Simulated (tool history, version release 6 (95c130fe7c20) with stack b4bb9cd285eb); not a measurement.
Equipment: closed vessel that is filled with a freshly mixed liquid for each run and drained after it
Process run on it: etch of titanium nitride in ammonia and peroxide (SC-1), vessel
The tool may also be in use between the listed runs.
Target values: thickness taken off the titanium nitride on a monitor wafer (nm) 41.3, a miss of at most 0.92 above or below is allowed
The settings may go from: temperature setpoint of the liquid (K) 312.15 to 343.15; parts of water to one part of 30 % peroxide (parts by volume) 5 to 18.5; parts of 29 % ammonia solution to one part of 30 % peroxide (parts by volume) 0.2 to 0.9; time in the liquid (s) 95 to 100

| run | hour | temperature setpoint of the liquid (K) | parts of water to one part of 30 % peroxide (parts by volume) | parts of 29 % ammonia solution to one part of 30 % peroxide (parts by volume) | time in the liquid (s) | thickness taken off the titanium nitride on a monitor wafer (nm) |
|---|---|---|---|---|---|---|
| 1 | 0 | 328.15 | 10.5 | 0.5 | 95 | 15.483 |
| 2 | 6.2 | 328.15 | 10.5 | 0.5 | 95 | 15.608 |
| 3 | 12.9 | 328.15 | 10.5 | 0.65 | 95 | 16.147 |
| 4 | 14 | 328.15 | 10.5 | 0.65 | 95 | 16.226 |
| 5 | 21.5 | 328.15 | 7 | 0.65 | 95 | 19.881 |
| 6 | 25.8 | 330.15 | 7 | 0.65 | 95 | 22.715 |
| 7 | 32.6 | 338.15 | 7 | 0.65 | 95 | 38.099 |
| 8 | 38.6 | 338.65 | 7 | 0.65 | 95 | 39.288 |

Which single option among these 5 for the next run brings every result within its allowed miss of target? Just one does.
| A | 44.6 | 342.15 | 13 | 0.65 | 100 | ? |
| B | 44.6 | 336.65 | 6.5 | 0.9 | 95 | ? |
| C | 44.6 | 337.15 | 6 | 0.75 | 95 | ? |
| D | 44.6 | 336.15 | 6 | 0.7 | 95 | ? |
| E | 44.6 | 341.15 | 9 | 0.7 | 95 | ? |

| move | thickness taken off the titanium nitride on a monitor wafer (nm) |
|---|---|
| A | 37.92 |
| B | 37.923 |
| C | 39.625 |
| D | 36.795 |
| E | 41.479 |
A: its largest miss is bigger than the last run's
B: its largest miss is bigger than the last run's
C: an improvement on the last run, though not all results are within tolerance
D: its largest miss is bigger than the last run's
E: every result lands within tolerance
Move E is the one to make.
